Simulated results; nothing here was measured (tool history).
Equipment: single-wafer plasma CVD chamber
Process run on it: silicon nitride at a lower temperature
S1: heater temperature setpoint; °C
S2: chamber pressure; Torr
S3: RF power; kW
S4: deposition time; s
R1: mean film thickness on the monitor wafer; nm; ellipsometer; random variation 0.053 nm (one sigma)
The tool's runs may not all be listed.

run    day   S1    S2     S3    S4      R1
  1      0  340  1.74  0.265  19.4  21.274
  2   0.25  340  1.74   0.28  19.4  22.273
  3  0.542  340  1.64  0.265  19.4  20.941
  4  0.658  340  1.55  0.255  19.4  20.014
  5  0.925  340  1.55  0.255  20.1  20.798
  6  1.121  340  1.55   0.27  20.1  21.657
  7  1.338  340  1.48   0.26  20.1  20.712

What will run 8 give?
  8  1.646  340  1.41  0.25  20.1   ?

Run 8 measured R1 19.873 nm.

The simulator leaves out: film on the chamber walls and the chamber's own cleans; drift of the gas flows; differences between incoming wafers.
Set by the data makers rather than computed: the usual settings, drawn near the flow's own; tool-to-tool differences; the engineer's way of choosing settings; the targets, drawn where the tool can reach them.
